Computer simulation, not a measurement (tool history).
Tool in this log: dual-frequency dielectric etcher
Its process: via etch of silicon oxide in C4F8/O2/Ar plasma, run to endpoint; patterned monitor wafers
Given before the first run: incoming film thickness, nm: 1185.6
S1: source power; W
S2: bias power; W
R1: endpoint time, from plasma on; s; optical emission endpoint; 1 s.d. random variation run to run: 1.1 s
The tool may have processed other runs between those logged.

run 1 hour=0.0 | S1=1480 S2=2532 | R1=245.61
run 2 hour=1.9 | S1=1700 S2=2532 | R1=236.16
run 3 hour=7.2 | S1=1790 S2=2572 | R1=233.76
run 4 hour=9.4 | S1=1790 S2=2178 | R1=241.27
run 5 hour=16.2 | S1=1880 S2=2317 | R1=234.72
run 6 hour=20.4 | S1=1940 S2=2415 | R1=228.66

What will run 7 give?
run 7 hour=29.0 | S1=1980 S2=2451 | R1=?

{"run 7": {"R1": 228.9}}
